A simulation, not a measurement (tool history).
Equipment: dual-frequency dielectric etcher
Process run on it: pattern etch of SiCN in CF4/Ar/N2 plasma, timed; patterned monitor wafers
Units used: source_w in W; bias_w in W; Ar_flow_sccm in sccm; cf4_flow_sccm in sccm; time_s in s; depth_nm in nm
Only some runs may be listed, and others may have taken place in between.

{"run": 1, "hour": 0.0, "source_w": 370, "bias_w": 75, "Ar_flow_sccm": 106, "cf4_flow_sccm": 58, "time_s": 99.5, "depth_nm": 70.586}
{"run": 2, "hour": 4.6, "source_w": 350, "bias_w": 75, "Ar_flow_sccm": 106, "cf4_flow_sccm": 58, "time_s": 99.5, "depth_nm": 67.136}
{"run": 3, "hour": 7.5, "source_w": 400, "bias_w": 75, "Ar_flow_sccm": 106, "cf4_flow_sccm": 58, "time_s": 99.5, "depth_nm": 75.339}
{"run": 4, "hour": 8.6, "source_w": 380, "bias_w": 75, "Ar_flow_sccm": 106, "cf4_flow_sccm": 58, "time_s": 99.5, "depth_nm": 72.282}
{"run": 5, "hour": 16.5, "source_w": 330, "bias_w": 75, "Ar_flow_sccm": 106, "cf4_flow_sccm": 58, "time_s": 99.5, "depth_nm": 63.869}
{"run": 6, "hour": 23.4, "source_w": 330, "bias_w": 81, "Ar_flow_sccm": 106, "cf4_flow_sccm": 58, "time_s": 99.5, "depth_nm": 65.233}

The next listed run, before its measurement:
{"run": 7, "hour": 28.2, "source_w": 330, "bias_w": 81, "Ar_flow_sccm": 106, "cf4_flow_sccm": 58, "time_s": 99.5, "depth_nm": "?"}

Run 7 produced depth_nm 65.195 nm.

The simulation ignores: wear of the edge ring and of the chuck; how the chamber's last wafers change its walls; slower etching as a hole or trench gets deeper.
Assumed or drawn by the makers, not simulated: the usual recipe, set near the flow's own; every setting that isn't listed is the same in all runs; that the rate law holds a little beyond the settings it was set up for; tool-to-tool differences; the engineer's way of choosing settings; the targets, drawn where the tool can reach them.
